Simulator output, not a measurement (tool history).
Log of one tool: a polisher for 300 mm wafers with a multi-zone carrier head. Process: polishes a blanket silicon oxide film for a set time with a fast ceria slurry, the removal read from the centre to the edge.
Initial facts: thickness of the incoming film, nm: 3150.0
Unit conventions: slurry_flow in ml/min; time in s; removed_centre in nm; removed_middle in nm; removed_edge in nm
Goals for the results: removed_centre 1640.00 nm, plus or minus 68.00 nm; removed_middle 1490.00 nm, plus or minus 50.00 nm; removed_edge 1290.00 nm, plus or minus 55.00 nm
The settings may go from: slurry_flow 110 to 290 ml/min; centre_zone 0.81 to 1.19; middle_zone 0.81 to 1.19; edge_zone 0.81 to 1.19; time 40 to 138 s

run	hour	slurry_flow	centre_zone	middle_zone	edge_zone	time	removed_centre	removed_middle	removed_edge
1	0.0	185	1.00	1.00	1.00	88	977.54	980.62	978.36
2	5.2	185	1.00	1.00	1.00	104	1139.80	1163.90	1120.20
3	6.3	200	1.04	1.02	1.01	106	1235.90	1218.00	1170.90
4	13.8	210	1.07	1.05	1.00	108	1302.30	1280.60	1231.70
5	16.7	210	1.07	1.05	1.00	125	1502.60	1494.90	1442.70
6	24.8	210	1.03	1.05	1.00	125	1458.10	1471.70	1382.20
7	30.4	230	1.05	1.05	0.96	123	1482.70	1512.10	1373.20
8	36.0	245	1.08	1.03	0.93	121	1483.30	1439.70	1338.50
9	38.4	255	1.11	1.04	0.90	121	1536.70	1480.40	1312.80

Which of these 5 next moves meets every target?
A	40.8	290	1.18	0.99	0.89	127	?	?	?
B	40.8	250	1.13	1.02	0.91	125	?	?	?
C	40.8	245	1.19	0.93	0.95	127	?	?	?
D	40.8	270	1.18	1.08	0.85	119	?	?	?
E	40.8	255	1.04	1.07	0.89	120	?	?	?

move	removed_centre	removed_middle	removed_edge
A	1784.00	1484.90	1412.90
B	1650.80	1474.70	1383.60
C	1761.00	1382.50	1426.60
D	1658.60	1486.80	1294.10
E	1462.10	1478.70	1319.40
A: takes the result that was furthest off past its target
B: puts the biggest miss on target and leaves a different result outside tolerance
C: takes the result that was furthest off past its target
D: every result within its allowed miss
E: its largest miss is bigger than the last run's
So the answer is move D, the one that meets all the targets.

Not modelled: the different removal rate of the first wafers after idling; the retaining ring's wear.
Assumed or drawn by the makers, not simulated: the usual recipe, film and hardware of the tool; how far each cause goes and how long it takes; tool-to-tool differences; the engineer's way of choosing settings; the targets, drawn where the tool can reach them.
